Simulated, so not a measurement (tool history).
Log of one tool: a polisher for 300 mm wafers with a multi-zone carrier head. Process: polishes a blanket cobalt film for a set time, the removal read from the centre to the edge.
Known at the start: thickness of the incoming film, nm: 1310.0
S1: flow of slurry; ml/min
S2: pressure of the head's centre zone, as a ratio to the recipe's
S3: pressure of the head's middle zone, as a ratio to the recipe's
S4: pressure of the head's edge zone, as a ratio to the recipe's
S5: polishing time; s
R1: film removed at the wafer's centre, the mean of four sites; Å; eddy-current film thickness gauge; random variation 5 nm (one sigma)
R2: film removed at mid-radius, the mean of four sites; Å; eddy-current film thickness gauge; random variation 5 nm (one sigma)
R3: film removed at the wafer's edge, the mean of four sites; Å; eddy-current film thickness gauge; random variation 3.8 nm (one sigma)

| run | hour | S1 | S2 | S3 | S4 | S5 | R1 | R2 | R3 |
|---|---|---|---|---|---|---|---|---|---|
| 1 | 0.0 | 135 | 1.00 | 1.00 | 1.00 | 82 | 3283.8 | 3364.0 | 3302.2 |
| 2 | 1.9 | 135 | 1.00 | 1.00 | 1.07 | 82 | 3231.8 | 3351.5 | 3388.5 |
| 3 | 7.8 | 135 | 1.00 | 1.00 | 1.07 | 65 | 2602.9 | 2672.7 | 2711.1 |
| 4 | 11.7 | 135 | 1.00 | 1.00 | 1.01 | 65 | 2551.0 | 2692.3 | 2619.4 |
| 5 | 18.5 | 135 | 1.06 | 1.00 | 1.01 | 65 | 2743.8 | 2697.5 | 2590.7 |
| 6 | 19.6 | 120 | 1.06 | 1.00 | 1.01 | 65 | 2579.6 | 2534.8 | 2584.8 |

Run 7 comes next. What will it give?
| 7 | 26.3 | 120 | 1.06 | 1.00 | 1.02 | 68 | ? | ? | ? |

Run 7 gave R1 2845.0 Å, R2 2720.4 Å, R3 2736.8 Å.
